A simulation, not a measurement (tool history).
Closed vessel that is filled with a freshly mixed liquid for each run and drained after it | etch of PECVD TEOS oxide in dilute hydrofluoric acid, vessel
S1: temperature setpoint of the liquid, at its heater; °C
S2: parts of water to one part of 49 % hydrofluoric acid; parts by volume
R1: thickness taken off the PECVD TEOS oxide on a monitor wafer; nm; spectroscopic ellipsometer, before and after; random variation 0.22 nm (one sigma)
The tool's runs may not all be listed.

run 1 hour=0 | S1=23 S2=90 time_in_the_liquid_(s)=90 | R1=17.757
run 2 hour=1.3 | S1=23 S2=90 time_in_the_liquid_(s)=95 | R1=18.67
run 3 hour=8.2 | S1=23 S2=110 time_in_the_liquid_(s)=95 | R1=14.869
run 4 hour=10.2 | S1=22 S2=110 time_in_the_liquid_(s)=95 | R1=14.585
run 5 hour=14.8 | S1=22 S2=110 time_in_the_liquid_(s)=90 | R1=13.298
-- hour=22.9 thermometer replaced
run 6 hour=22.9 | S1=24.5 S2=110 time_in_the_liquid_(s)=90 | R1=16.186
run 7 hour=27.1 | S1=25.5 S2=110 time_in_the_liquid_(s)=90 | R1=16.658

Run 8 comes next. What will it give?
run 8 hour=27.9 | S1=26.5 S2=110 time_in_the_liquid_(s)=90 | R1=?

Run 8 gave R1 17.178 nm.
